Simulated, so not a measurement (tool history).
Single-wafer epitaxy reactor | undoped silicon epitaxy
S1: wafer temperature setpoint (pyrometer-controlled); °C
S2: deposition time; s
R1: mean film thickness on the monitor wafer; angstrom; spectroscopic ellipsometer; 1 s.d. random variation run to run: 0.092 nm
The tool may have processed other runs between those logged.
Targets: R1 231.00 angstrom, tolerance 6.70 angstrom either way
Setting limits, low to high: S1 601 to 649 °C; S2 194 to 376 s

run    day   S1   S2      R1
  1  0.000  625  285  316.36
  2  0.350  625  262  290.25
  3  0.729  624  262  286.99
  4  0.871  624  285  308.57
  5  1.012  618  285  275.04
  6  1.067  623  285  302.06
  7  1.138  621  285  291.24
  8  1.283  619  285  279.44
  9  1.354  618  285  272.72
 10  1.733  617  285  267.47
 11  1.917  616  285  263.65
 12  2.038  615  285  257.08
 13  2.225  614  285  252.17
 14  2.367  613  285  247.29

Exercise: of the 5 proposed moves below, exactly one satisfies all targets within the stated allowed misses. Which move is it?
  A  2.508  611  311   ?
  B  2.508  609  306   ?
  C  2.508  612  273   ?
  D  2.508  614  275   ?
  E  2.508  615  303   ?

move      R1
   A  259.19
   B  244.68
   C  232.27
   D  243.80
   E  274.19
A: moves away from the targets compared with the last run
B: closer than the last run, but not yet in spec
C: in spec on every target
D: closer than the last run, but not yet in spec
E: moves away from the targets compared with the last run
Correct choice: C, which meets every target
